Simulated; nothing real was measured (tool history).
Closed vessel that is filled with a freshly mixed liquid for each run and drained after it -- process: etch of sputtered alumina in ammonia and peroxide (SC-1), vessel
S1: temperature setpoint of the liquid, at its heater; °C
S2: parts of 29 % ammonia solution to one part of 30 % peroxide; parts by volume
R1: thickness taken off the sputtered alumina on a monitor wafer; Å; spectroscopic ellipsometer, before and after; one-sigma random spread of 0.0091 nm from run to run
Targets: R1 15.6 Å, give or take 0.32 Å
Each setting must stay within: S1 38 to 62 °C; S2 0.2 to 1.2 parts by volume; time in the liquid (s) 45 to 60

Run 1, hour 0: S1 46 °C, S2 0.8 parts by volume, time in the liquid (s) 60. Result: R1 32.574 Å.
Run 2, hour 2.9: S1 51 °C, S2 0.8 parts by volume, time in the liquid (s) 60. Result: R1 42.658 Å.
Run 3, hour 6.9: S1 55 °C, S2 0.8 parts by volume, time in the liquid (s) 60. Result: R1 53.171 Å.
Run 4, hour 13.7: S1 55 °C, S2 0.8 parts by volume, time in the liquid (s) 60. Result: R1 53.399 Å.
Run 5, hour 19.2: S1 50.5 °C, S2 0.8 parts by volume, time in the liquid (s) 60. Result: R1 41.863 Å.
Run 6, hour 21.9: S1 49 °C, S2 0.7 parts by volume, time in the liquid (s) 60. Result: R1 37.421 Å.
Run 7, hour 29: S1 47.5 °C, S2 0.65 parts by volume, time in the liquid (s) 60. Result: R1 34.52 Å.
Run 8, hour 31.6: S1 46 °C, S2 0.6 parts by volume, time in the liquid (s) 60. Result: R1 31.857 Å.
Run 9, hour 33.6: S1 46 °C, S2 0.6 parts by volume, time in the liquid (s) 60. Result: R1 31.596 Å.
Run 10, hour 36.4: S1 38 °C, S2 0.3 parts by volume, time in the liquid (s) 45. Result: R1 13.877 Å.
Run 11, hour 40.4: S1 38.5 °C, S2 0.3 parts by volume, time in the liquid (s) 45. Result: R1 14.374 Å.
Run 12, hour 47.1: S1 39.5 °C, S2 0.3 parts by volume, time in the liquid (s) 45. Result: R1 15.245 Å.

Exactly one of the 5 candidate moves below puts every result within its allowed miss. Which one?
Run A, hour 53.8: S1 40.5 °C, S2 0.35 parts by volume, time in the liquid (s) 45. Result: R1 ?.
Run B, hour 53.8: S1 41.5 °C, S2 0.2 parts by volume, time in the liquid (s) 45. Result: R1 ?.
Run C, hour 53.8: S1 40 °C, S2 0.2 parts by volume, time in the liquid (s) 45. Result: R1 ?.
Run D, hour 53.8: S1 40 °C, S2 0.45 parts by volume, time in the liquid (s) 45. Result: R1 ?.
Run E, hour 53.8: S1 38 °C, S2 0.3 parts by volume, time in the liquid (s) 50. Result: R1 ?.

move      R1
   A  16.268
   B  16.348
   C  14.968
   D   16.18
   E  15.352
A: carries the result that was furthest off beyond its target, to the other side
B: carries the result that was furthest off beyond its target, to the other side
C: the biggest miss grows against the last run
D: carries the result that was furthest off beyond its target, to the other side
E: in spec on every target
Answer: E
